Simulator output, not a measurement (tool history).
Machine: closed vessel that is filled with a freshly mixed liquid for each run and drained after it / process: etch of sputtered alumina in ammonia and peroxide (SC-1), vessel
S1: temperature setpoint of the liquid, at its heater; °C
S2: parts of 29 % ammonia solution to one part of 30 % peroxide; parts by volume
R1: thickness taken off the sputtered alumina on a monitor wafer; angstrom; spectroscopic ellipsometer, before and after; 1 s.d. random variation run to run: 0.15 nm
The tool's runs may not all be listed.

{"run": 1, "hour": 0.0, "S1": 50, "S2": 0.65, "time in the liquid (s)": 310, "R1": 144.66}
{"run": 2, "hour": 6.0, "S1": 54, "S2": 0.65, "time in the liquid (s)": 310, "R1": 178.05}
{"run": 3, "hour": 15.0, "S1": 54, "S2": 0.65, "time in the liquid (s)": 335, "R1": 189.62}
{"run": 4, "hour": 19.6, "S1": 54, "S2": 0.65, "time in the liquid (s)": 310, "R1": 176.06}
{"run": 5, "hour": 25.3, "S1": 49, "S2": 0.65, "time in the liquid (s)": 310, "R1": 136.57}
{"run": 6, "hour": 29.2, "S1": 53.5, "S2": 0.65, "time in the liquid (s)": 310, "R1": 172.69}
{"run": 7, "hour": 35.7, "S1": 56.5, "S2": 0.65, "time in the liquid (s)": 310, "R1": 202.1}
{"run": 8, "hour": 41.9, "S1": 58.5, "S2": 0.65, "time in the liquid (s)": 310, "R1": 224.87}

Run 9 is up next; what results do you expect?
{"run": 9, "hour": 46.9, "S1": 60, "S2": 0.65, "time in the liquid (s)": 310, "R1": "?"}

For run 9 the tool returned R1 241.75 angstrom.

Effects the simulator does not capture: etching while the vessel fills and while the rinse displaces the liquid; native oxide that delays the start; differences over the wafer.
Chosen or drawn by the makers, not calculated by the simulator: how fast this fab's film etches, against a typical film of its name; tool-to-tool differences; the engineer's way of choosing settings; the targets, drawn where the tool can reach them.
